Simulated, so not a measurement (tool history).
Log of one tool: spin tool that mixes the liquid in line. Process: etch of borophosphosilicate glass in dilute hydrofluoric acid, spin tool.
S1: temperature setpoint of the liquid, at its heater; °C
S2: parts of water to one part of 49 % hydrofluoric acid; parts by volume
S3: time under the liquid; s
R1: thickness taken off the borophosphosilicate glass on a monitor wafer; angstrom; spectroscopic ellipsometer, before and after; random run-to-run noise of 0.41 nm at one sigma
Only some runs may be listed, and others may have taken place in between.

run  hour    S1   S2   S3      R1
  1   0.0  20.0  155  135  333.83
  2   0.6  20.0  155  135  339.05
  3   2.2  20.0  185  135  274.28
  4   7.5  20.0  210  135  236.54
  5  10.0  20.0  210  145  251.59
  6  13.2  18.5  210  145  240.13
  7  15.8  22.5  145  145  426.69

Run 8 has not been measured yet. What should we expect?
  8  23.1  23.5  140  145   ?

Run 8 measured R1 472.04 angstrom.
